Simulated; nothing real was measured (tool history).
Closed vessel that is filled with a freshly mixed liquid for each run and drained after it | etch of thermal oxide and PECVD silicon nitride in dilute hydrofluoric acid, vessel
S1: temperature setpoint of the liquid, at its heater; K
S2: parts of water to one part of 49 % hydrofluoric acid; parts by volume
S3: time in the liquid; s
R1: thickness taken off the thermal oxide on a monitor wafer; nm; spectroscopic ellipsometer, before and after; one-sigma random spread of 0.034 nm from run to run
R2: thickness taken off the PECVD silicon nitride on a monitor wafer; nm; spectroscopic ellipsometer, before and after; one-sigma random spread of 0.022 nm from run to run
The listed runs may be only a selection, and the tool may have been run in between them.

run	day	S1	S2	S3	R1	R2
1	0.000	294.15	185	495	10.118	5.1818
2	0.150	294.15	185	630	12.784	6.6332
3	0.462	293.65	200	625	11.337	5.8763
4	0.717	293.65	140	625	17.394	8.3599
5	0.783	293.65	140	825	23.046	10.9990
6	0.950	293.15	170	805	17.469	8.6685

Run 7, settings as shown, results not yet in. Your forecast:
7	1.121	292.65	190	785	?	?

Run 7 measured R1 14.543 nm, R2 7.2967 nm.
